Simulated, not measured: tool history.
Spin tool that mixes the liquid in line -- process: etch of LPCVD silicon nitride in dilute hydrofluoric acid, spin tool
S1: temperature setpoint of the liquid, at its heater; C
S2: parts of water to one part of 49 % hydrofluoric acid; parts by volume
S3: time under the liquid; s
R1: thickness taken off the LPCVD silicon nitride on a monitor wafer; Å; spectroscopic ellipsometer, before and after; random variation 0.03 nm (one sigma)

run  hour    S1  S2   S3      R1
  1   0.0  24.0  45  295  37.912
  2   7.6  23.5  45  295  35.918
  3  14.4  23.5  45  315  38.848
  4  16.1  23.0  45  315  36.846
  5  23.6  23.0  45  315  37.251
  6  30.1  22.5  45  315  35.426
  7  33.8  22.5  45  315  35.410
  8  38.2  22.0  45  315  34.314
  9  41.7  21.5  45  315  33.616

What will run 10 give?
 10  48.3  21.0  45  315   ?

R1: 32.148 Å
